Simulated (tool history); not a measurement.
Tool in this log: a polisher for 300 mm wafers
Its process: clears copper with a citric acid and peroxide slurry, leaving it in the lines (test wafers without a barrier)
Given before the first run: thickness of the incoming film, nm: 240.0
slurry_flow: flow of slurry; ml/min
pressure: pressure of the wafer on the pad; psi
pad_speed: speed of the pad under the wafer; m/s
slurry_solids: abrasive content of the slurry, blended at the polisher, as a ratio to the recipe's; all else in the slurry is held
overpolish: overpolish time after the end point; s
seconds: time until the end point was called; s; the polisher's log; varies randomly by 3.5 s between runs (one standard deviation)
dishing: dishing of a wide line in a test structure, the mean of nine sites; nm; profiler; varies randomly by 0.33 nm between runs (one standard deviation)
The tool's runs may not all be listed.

| run | day | slurry_flow | pressure | pad_speed | slurry_solids | overpolish | seconds | dishing |
|---|---|---|---|---|---|---|---|---|
| 1 | 0 | 320 | 2.7 | 1.06 | 1 | 17 | 133.75 | 19.756 |
| 2 | 0.3 | 320 | 2.4 | 1.04 | 1 | 18 | 146.05 | 19.165 |
| 3 | 0.525 | 320 | 2.4 | 1.04 | 1 | 24 | 149.99 | 23.224 |
| 4 | 0.612 | 320 | 2.4 | 1.04 | 1 | 30 | 153.63 | 28.444 |
| 5 | 0.888 | 320 | 2.1 | 1.02 | 1 | 27 | 172.8 | 22.879 |
| 6 | 1.071 | 320 | 2.1 | 0.78 | 1 | 27 | 219.75 | 19.125 |
| 7 | 1.392 | 320 | 2.1 | 0.78 | 1 | 25 | 211.54 | 18.79 |

What will run 8 give?
| 8 | 1.612 | 320 | 2.1 | 0.78 | 1 | 19 | ? | ? |

{"run 8": {"seconds": 221.01, "dishing": 14.819}}

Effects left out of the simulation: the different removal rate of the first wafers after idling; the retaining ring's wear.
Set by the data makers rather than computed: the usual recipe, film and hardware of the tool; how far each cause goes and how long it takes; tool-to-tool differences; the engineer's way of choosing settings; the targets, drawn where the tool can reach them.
